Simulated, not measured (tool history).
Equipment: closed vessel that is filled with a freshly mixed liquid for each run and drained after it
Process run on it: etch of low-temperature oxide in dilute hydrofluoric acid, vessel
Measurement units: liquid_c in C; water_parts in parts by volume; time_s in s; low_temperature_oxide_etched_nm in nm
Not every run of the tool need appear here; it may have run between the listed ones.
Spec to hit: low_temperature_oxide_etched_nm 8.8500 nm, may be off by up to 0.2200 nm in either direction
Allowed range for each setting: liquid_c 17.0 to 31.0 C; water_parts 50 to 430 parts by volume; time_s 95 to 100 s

| run | hour | liquid_c | water_parts | time_s | low_temperature_oxide_etched_nm |
|---|---|---|---|---|---|
| 1 | 0.0 | 23.0 | 240 | 95 | 12.0400 |
| 2 | 1.5 | 22.5 | 245 | 95 | 11.5030 |
| 3 | 5.5 | 22.5 | 245 | 100 | 12.1980 |
| 4 | 11.9 | 22.5 | 245 | 100 | 12.1490 |
| 5 | 20.6 | 22.0 | 245 | 100 | 12.0090 |
| 6 | 23.2 | 21.5 | 245 | 100 | 11.6700 |
| 7 | 27.6 | 21.0 | 245 | 100 | 11.5380 |
| 8 | 31.7 | 21.0 | 245 | 100 | 11.5590 |
| 9 | 40.9 | 20.5 | 250 | 100 | 10.9960 |
| 10 | 48.2 | 20.0 | 250 | 100 | 10.8560 |
| 11 | 51.0 | 19.5 | 250 | 100 | 10.5730 |
| 12 | 58.7 | 19.0 | 250 | 100 | 10.4880 |
| 13 | 64.3 | 18.0 | 260 | 100 | 9.5384 |
| 14 | 71.6 | 17.5 | 265 | 100 | 9.1573 |

Exactly one of the 5 candidate moves below puts every result within its allowed miss. Which one?
| A | 78.9 | 17.0 | 255 | 100 | ? |
| B | 78.9 | 17.0 | 265 | 95 | ? |
| C | 78.9 | 17.5 | 255 | 100 | ? |
| D | 78.9 | 18.0 | 260 | 100 | ? |
| E | 78.9 | 18.0 | 265 | 95 | ? |

| move | low_temperature_oxide_etched_nm |
|---|---|
| A | 9.4255 |
| B | 8.5422 |
| C | 9.6094 |
| D | 9.5649 |
| E | 8.8759 |
A: further off than the last run
B: pushes the last run's worst result past its target
C: further off than the last run
D: further off than the last run
E: all results in spec
Go with E: it meets all targets.
